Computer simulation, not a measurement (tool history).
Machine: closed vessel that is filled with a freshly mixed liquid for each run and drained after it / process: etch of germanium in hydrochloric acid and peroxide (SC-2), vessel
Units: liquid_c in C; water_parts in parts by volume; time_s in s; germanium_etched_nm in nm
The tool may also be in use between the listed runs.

run 1 hour=0.0 | liquid_c=64.0 water_parts=5 time_s=105 | germanium_etched_nm=433.26
run 2 hour=4.4 | liquid_c=64.0 water_parts=5 time_s=105 | germanium_etched_nm=433.34
run 3 hour=10.4 | liquid_c=62.0 water_parts=5 time_s=105 | germanium_etched_nm=407.63
run 4 hour=15.3 | liquid_c=60.5 water_parts=5 time_s=105 | germanium_etched_nm=385.68
run 5 hour=21.2 | liquid_c=60.5 water_parts=5 time_s=105 | germanium_etched_nm=392.71
run 6 hour=27.5 | liquid_c=59.0 water_parts=5 time_s=105 | germanium_etched_nm=374.58
run 7 hour=33.0 | liquid_c=58.0 water_parts=5 time_s=105 | germanium_etched_nm=361.05
run 8 hour=35.6 | liquid_c=57.0 water_parts=5 time_s=105 | germanium_etched_nm=354.37
run 9 hour=39.8 | liquid_c=57.0 water_parts=5 time_s=105 | germanium_etched_nm=348.18

What will run 10 give?
run 10 hour=45.4 | liquid_c=56.5 water_parts=5 time_s=105 | germanium_etched_nm=?

germanium_etched_nm: 347.54 nm

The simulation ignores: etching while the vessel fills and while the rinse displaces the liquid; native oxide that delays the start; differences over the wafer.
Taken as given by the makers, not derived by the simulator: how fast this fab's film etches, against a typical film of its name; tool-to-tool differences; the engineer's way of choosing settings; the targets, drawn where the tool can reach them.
